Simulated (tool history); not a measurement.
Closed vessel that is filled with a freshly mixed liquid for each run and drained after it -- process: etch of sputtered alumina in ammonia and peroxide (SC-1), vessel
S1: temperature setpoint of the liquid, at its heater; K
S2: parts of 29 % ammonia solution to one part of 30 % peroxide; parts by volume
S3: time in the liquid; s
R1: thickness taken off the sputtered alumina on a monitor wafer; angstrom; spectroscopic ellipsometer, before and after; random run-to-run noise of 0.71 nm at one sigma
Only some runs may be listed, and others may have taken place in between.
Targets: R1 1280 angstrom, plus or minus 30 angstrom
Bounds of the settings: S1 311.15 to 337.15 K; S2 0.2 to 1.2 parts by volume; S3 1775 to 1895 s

run 1 hour=0 | S1=321.15 S2=0.7 S3=1775 | R1=791.03
run 2 hour=5 | S1=321.15 S2=0.7 S3=1775 | R1=784.35
run 3 hour=13 | S1=321.15 S2=0.9 S3=1775 | R1=809.31
run 4 hour=15.1 | S1=321.15 S2=0.9 S3=1895 | R1=867.27
run 5 hour=19 | S1=322.65 S2=0.9 S3=1895 | R1=944.26
run 6 hour=20.4 | S1=323.65 S2=0.9 S3=1895 | R1=987.15
run 7 hour=26.3 | S1=324.65 S2=0.9 S3=1895 | R1=1047.2
run 8 hour=26.9 | S1=325.15 S2=0.9 S3=1895 | R1=1076.9
run 9 hour=33.2 | S1=325.65 S2=0.9 S3=1895 | R1=1108.8
run 10 hour=37.8 | S1=326.15 S2=0.9 S3=1895 | R1=1142.9
run 11 hour=40.1 | S1=326.15 S2=0.9 S3=1895 | R1=1140.4
run 12 hour=43.3 | S1=326.65 S2=0.9 S3=1895 | R1=1174.9
run 13 hour=45.7 | S1=327.15 S2=0.9 S3=1895 | R1=1195.6

Which one of the following 4 next-run settings gets every result inside its allowed miss? There is exactly one.
run A hour=48.1 | S1=327.65 S2=0.65 S3=1895 | R1=?
run B hour=48.1 | S1=328.15 S2=0.95 S3=1895 | R1=?
run C hour=48.1 | S1=329.15 S2=0.7 S3=1775 | R1=?
run D hour=48.1 | S1=325.65 S2=1 S3=1850 | R1=?

move=A R1=1195.9
move=B R1=1273.1
move=C R1=1221.4
move=D R1=1092.4
A: no better and no worse than the last run
B: each result inside its tolerance
C: nearer than the last run, and not there yet
D: the biggest miss grows against the last run
B meets every target.

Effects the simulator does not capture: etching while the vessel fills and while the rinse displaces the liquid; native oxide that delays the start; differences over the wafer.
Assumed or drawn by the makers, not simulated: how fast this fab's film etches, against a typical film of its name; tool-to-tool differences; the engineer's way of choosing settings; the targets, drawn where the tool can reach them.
